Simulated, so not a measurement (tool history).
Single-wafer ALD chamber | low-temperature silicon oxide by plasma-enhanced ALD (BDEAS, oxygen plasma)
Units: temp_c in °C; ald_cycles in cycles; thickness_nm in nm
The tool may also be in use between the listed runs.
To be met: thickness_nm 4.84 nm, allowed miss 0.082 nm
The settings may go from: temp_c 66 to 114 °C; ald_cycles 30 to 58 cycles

run	hour	temp_c	ald_cycles	thickness_nm
1	0	90	44	6.4231
2	3.8	94	42	6.0781
3	7.4	96	40	5.6876
4	15.7	96	42	5.959
5	16.4	100	41	5.7805
6	20.2	102	39	5.4983
7	23.8	103	38	5.3531
8	31.7	104	37	5.2012
9	34.2	105	36	5.0259
10	36.1	106	36	5.0175
11	36.8	107	36	5.0619

Which of these 5 next moves meets every target?
A	37.5	112	37	?
B	37.5	114	38	?
C	37.5	109	35	?
D	37.5	108	39	?
E	37.5	105	39	?

move	thickness_nm
A	5.0823
B	5.2028
C	4.8309
D	5.3916
E	5.4176
A: further off than the last run
B: further off than the last run
C: meets every target
D: further off than the last run
E: further off than the last run
The right move is C.
